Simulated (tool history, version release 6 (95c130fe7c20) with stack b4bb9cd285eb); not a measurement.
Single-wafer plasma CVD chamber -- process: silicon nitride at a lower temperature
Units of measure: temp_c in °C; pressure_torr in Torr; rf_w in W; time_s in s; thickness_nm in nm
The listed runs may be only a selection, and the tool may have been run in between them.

run 1 hour=0 | temp_c=330 pressure_torr=1.63 rf_w=395 time_s=13.8 | thickness_nm=21.173
run 2 hour=3.9 | temp_c=330 pressure_torr=1.73 rf_w=395 time_s=13.8 | thickness_nm=21.515
run 3 hour=11.7 | temp_c=330 pressure_torr=1.84 rf_w=415 time_s=13.8 | thickness_nm=22.799
run 4 hour=15.1 | temp_c=326 pressure_torr=1.84 rf_w=415 time_s=13.8 | thickness_nm=22.595
run 5 hour=23.6 | temp_c=326 pressure_torr=1.94 rf_w=430 time_s=13.8 | thickness_nm=23.789
run 6 hour=25.7 | temp_c=326 pressure_torr=2.17 rf_w=430 time_s=13.8 | thickness_nm=24.339
run 7 hour=34 | temp_c=326 pressure_torr=2.19 rf_w=440 time_s=13.8 | thickness_nm=24.904

Run 8 is up next; what results do you expect?
run 8 hour=38.4 | temp_c=326 pressure_torr=2.21 rf_w=445 time_s=13.8 | thickness_nm=?

thickness_nm: 25.078 nm

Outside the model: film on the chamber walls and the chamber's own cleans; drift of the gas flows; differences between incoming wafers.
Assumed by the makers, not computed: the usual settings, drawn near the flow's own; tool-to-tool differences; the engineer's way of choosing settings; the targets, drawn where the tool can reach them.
